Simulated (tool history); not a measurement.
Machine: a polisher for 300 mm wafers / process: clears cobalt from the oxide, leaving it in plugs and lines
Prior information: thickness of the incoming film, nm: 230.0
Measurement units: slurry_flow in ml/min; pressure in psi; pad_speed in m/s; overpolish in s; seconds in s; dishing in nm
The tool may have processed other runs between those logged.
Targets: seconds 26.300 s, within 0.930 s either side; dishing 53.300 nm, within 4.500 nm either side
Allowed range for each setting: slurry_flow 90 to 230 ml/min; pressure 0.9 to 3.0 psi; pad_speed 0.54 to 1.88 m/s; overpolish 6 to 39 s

run	hour	slurry_flow	pressure	pad_speed	overpolish	seconds	dishing
1	0.0	150	1.9	1.20	20	42.154	47.287
2	7.5	150	1.9	1.44	20	36.905	49.949
3	13.6	155	2.1	1.44	19	33.229	47.681
4	20.2	155	2.2	1.44	20	31.696	50.883
5	27.0	155	1.9	1.44	20	35.677	48.620
6	27.8	155	1.9	1.44	11	37.308	38.767
7	36.7	155	2.1	1.44	13	33.070	41.868
8	38.1	155	2.2	1.44	15	31.904	44.262
9	40.5	160	2.3	1.44	17	30.422	46.851
10	48.0	160	2.4	1.44	18	28.997	49.187

Exercise: of the 5 proposed moves below, exactly one satisfies all targets within the stated allowed misses. Which move is it?
A	55.5	155	2.4	1.48	13	?	?
B	55.5	135	2.3	1.40	13	?	?
C	55.5	185	2.2	1.78	11	?	?
D	55.5	160	2.1	1.88	20	?	?
E	55.5	180	2.0	1.50	21	?	?

move	seconds	dishing
A	28.391	45.273
B	31.405	43.399
C	26.095	43.713
D	26.492	52.599
E	33.016	50.613
A: gains on the last run, yet a result remains outside its allowed miss
B: its largest miss is bigger than the last run's
C: brings the last run's worst result on target, with another outside its allowed miss
D: every result within its allowed miss
E: its largest miss is bigger than the last run's
Answer: D
